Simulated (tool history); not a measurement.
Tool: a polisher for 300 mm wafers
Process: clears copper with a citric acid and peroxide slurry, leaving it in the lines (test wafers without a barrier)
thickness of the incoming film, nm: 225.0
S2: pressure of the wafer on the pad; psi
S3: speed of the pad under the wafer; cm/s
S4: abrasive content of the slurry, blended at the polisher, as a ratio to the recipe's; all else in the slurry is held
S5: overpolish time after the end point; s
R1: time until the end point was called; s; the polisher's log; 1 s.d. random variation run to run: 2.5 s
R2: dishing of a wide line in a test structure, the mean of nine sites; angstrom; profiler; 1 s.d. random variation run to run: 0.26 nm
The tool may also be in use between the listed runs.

run 1 hour=0 | flow_of_slurry_(ml/min)=290 S2=3 S3=124 S4=1 S5=10 | R1=92.71 R2=191.18
run 2 hour=3.9 | flow_of_slurry_(ml/min)=290 S2=2.8 S3=124 S4=1 S5=11 | R1=97.237 R2=194.12
run 3 hour=12.6 | flow_of_slurry_(ml/min)=290 S2=2.6 S3=122 S4=1 S5=12 | R1=110.35 R2=191.86
run 4 hour=21.1 | flow_of_slurry_(ml/min)=290 S2=2.5 S3=122 S4=1 S5=12 | R1=113.75 R2=187.46
run 5 hour=27.6 | flow_of_slurry_(ml/min)=290 S2=2.4 S3=122 S4=1 S5=12 | R1=118.93 R2=181.17
run 6 hour=29 | flow_of_slurry_(ml/min)=290 S2=2.4 S3=122 S4=0.9 S5=12 | R1=120.63 R2=177.66
run 7 hour=29.8 | flow_of_slurry_(ml/min)=290 S2=2.3 S3=122 S4=0.9 S5=12 | R1=123.09 R2=169.03
run 8 hour=30.5 | flow_of_slurry_(ml/min)=290 S2=2.2 S3=122 S4=0.9 S5=12 | R1=133.71 R2=166.79

Forecast run 9:
run 9 hour=38.1 | flow_of_slurry_(ml/min)=290 S2=2.1 S3=122 S4=0.9 S5=12 | R1=? R2=?

R1: 139.71 s
R2: 154.67 angstrom

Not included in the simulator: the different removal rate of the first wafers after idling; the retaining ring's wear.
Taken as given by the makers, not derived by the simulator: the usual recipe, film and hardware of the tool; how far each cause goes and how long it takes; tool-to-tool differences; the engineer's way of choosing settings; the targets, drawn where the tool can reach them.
